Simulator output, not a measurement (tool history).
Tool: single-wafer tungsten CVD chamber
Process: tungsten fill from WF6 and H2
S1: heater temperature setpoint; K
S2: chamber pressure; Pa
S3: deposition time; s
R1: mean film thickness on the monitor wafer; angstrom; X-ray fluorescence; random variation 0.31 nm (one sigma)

run  hour      S1    S2    S3      R1
  1   0.0  668.15  5893  23.0  748.97
  2   5.9  668.15  6879  23.0  792.74
  3   9.2  668.15  7266  23.0  809.25
  4  15.7  668.15  7266  23.0  800.16
  5  19.8  662.15  7266  23.0  702.34
  6  25.4  661.15  7253  23.0  698.49

Forecast run 7:
  7  34.4  660.15  7239  23.0   ?

Run 7 gave R1 674.81 angstrom.
